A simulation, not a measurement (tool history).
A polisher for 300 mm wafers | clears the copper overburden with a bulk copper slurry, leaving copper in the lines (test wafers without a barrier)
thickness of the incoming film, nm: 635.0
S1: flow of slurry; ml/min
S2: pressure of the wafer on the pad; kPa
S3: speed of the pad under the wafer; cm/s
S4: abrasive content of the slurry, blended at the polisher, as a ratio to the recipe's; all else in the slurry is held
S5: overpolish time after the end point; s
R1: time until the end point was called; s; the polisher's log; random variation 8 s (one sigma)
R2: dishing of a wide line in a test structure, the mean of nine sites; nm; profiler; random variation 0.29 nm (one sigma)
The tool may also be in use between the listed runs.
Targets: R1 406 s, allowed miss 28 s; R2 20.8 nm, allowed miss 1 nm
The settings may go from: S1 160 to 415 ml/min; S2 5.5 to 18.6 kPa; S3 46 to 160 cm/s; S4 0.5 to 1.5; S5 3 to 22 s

run	hour	S1	S2	S3	S4	S5	R1	R2
1	0	265	11.7	102	1	11	139.61	29.384
2	6.9	265	11.7	78	1	11	178.98	25.684
3	12.3	265	11.7	78	1.1	11	175.36	25.505
4	14.3	265	13.8	78	1.1	11	145.62	27.811
5	20.4	265	13.8	78	1.25	11	148.35	28.009
6	24.5	265	13.8	88	1.25	11	127.63	30.657
7	31	265	11.7	78	1.25	12	174.29	27.441
8	39.9	260	8.3	50	1.2	16	352.74	19.47
9	46	260	8.3	50	1.2	17	350.85	20.768
10	53.4	260	8.3	50	1.2	17	343.83	20.911
11	55	260	6.2	48	1.2	19	486.53	17.819
12	56.3	260	6.9	48	1.2	19	439.31	19.227

4 next moves are on the table. One of them brings every result within its allowed miss. Which?
A	57.6	220	8.3	48	0.8	20	?	?
B	57.6	235	5.5	48	1.35	19	?	?
C	57.6	250	6.9	46	1.1	22	?	?
D	57.6	260	7.6	46	1.25	22	?	?

move	R1	R2
A	408.5	20.924
B	510.67	16.828
C	457.92	20.491
D	408.45	22.279
A: meets every target
B: further off than the last run
C: brings the result that was furthest off to its target, and leaves another outside
D: takes the result that was furthest off past its target
The right move is A.

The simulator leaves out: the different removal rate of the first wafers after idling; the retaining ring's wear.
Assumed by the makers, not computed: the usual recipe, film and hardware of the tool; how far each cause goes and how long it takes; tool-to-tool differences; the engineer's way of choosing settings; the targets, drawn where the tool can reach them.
